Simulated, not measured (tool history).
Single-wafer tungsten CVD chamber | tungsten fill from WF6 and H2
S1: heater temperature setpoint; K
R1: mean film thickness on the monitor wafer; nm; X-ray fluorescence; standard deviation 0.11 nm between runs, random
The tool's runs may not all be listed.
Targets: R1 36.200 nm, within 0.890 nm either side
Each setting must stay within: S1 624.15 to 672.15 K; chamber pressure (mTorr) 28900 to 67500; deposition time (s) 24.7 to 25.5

run 1 hour=0.0 | S1=648.15 chamber_pressure_(mTorr)=48200 deposition_time_(s)=24.7 | R1=51.622
run 2 hour=6.0 | S1=648.15 chamber_pressure_(mTorr)=54500 deposition_time_(s)=24.7 | R1=54.624
run 3 hour=7.2 | S1=648.15 chamber_pressure_(mTorr)=50800 deposition_time_(s)=24.7 | R1=52.833
run 4 hour=12.9 | S1=644.15 chamber_pressure_(mTorr)=50800 deposition_time_(s)=24.7 | R1=49.457
run 5 hour=13.9 | S1=644.15 chamber_pressure_(mTorr)=50800 deposition_time_(s)=25.5 | R1=50.354
run 6 hour=19.0 | S1=638.15 chamber_pressure_(mTorr)=50500 deposition_time_(s)=25.5 | R1=45.353
run 7 hour=26.8 | S1=634.15 chamber_pressure_(mTorr)=50200 deposition_time_(s)=25.5 | R1=41.972
run 8 hour=27.5 | S1=631.15 chamber_pressure_(mTorr)=50000 deposition_time_(s)=25.5 | R1=39.369

Pick the move, out of 4, that brings all results within their allowed miss; only one does.
run A hour=28.2 | S1=627.15 chamber_pressure_(mTorr)=48700 deposition_time_(s)=24.7 | R1=?
run B hour=28.2 | S1=627.15 chamber_pressure_(mTorr)=46500 deposition_time_(s)=24.7 | R1=?
run C hour=28.2 | S1=632.15 chamber_pressure_(mTorr)=40600 deposition_time_(s)=25.5 | R1=?
run D hour=28.2 | S1=632.15 chamber_pressure_(mTorr)=36300 deposition_time_(s)=25.4 | R1=?

move=A R1=34.895
move=B R1=34.152
move=C R1=36.459
move=D R1=34.420
A: the result that was furthest off in the last run now lies on the other side of its target
B: the result that was furthest off in the last run now lies on the other side of its target
C: every result within its allowed miss
D: the result that was furthest off in the last run now lies on the other side of its target
So the answer is move C, the one that meets all the targets.

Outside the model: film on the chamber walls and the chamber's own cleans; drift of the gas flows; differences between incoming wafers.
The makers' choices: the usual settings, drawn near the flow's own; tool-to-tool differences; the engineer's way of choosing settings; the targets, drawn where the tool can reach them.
